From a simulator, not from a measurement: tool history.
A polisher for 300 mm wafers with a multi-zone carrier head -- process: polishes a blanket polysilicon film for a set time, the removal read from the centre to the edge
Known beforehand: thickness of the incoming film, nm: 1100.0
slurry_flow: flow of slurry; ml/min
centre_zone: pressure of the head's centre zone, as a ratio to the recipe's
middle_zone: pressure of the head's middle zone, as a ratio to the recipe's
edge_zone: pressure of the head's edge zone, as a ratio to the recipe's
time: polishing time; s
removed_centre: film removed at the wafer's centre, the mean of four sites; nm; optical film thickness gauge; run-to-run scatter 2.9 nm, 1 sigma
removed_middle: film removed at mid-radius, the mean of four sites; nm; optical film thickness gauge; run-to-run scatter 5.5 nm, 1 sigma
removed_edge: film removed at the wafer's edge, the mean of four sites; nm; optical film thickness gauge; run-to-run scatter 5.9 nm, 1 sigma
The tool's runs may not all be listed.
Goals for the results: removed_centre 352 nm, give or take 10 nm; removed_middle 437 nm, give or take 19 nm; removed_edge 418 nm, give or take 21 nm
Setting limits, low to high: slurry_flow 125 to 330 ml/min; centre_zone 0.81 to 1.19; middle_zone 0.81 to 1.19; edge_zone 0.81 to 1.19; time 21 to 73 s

run	hour	slurry_flow	centre_zone	middle_zone	edge_zone	time	removed_centre	removed_middle	removed_edge
1	0	210	1	1	1	47	314.59	328.14	312.26
2	2.5	210	1	1	0.97	47	314.63	323.92	302.5
3	6.4	210	1	1.06	0.97	47	309.72	338.86	306.6
4	8.2	210	1	1.06	0.97	41	271.76	303.31	262.98
5	12.3	210	1	1.14	0.97	41	270.88	319.47	268.02
6	14	210	0.95	1.14	0.97	41	265.74	323.86	264.2
7	18.8	205	0.94	1.14	1.01	44	277.69	350.87	298
8	26.1	230	1.02	1.15	1.11	53	369.97	422.89	370.46
9	33.6	220	1	1.14	1.12	54	369.18	425.29	381.82
10	39.5	215	0.98	1.14	1.13	54	357.89	433.19	384.55
11	47.3	210	0.97	1.13	1.14	54	352.33	418.78	380.51
12	53.1	210	0.96	1.12	1.15	55	355.37	423.29	396.38
13	57.6	210	0.95	1.12	1.16	55	354.6	420.39	385.73
14	63.2	210	0.95	1.12	1.16	55	349.69	426.68	393.79
15	69.8	210	0.94	1.12	1.17	55	347.41	429.84	398.07
16	76.3	210	0.94	1.11	1.17	55	351.55	425.28	389.3

Pick the move, out of 5, that brings all results within their allowed miss; only one does.
A	82.8	255	0.99	1.19	1.03	51	?	?	?
B	82.8	175	0.94	1.12	1.14	55	?	?	?
C	82.8	150	0.91	1.1	1.19	60	?	?	?
D	82.8	220	0.89	1.18	1.16	58	?	?	?
E	82.8	125	0.88	0.95	1.19	63	?	?	?

move	removed_centre	removed_middle	removed_edge
A	345.83	431.64	337.64
B	340.41	424.58	371.83
C	353.34	447.79	409.12
D	351.69	480.34	402.71
E	350.47	405.83	423.28
A: the biggest miss grows against the last run
B: the biggest miss grows against the last run
C: all results in spec
D: corrects the largest miss of the last run, while another result sits out of spec
E: corrects the largest miss of the last run, while another result sits out of spec
C meets every target.
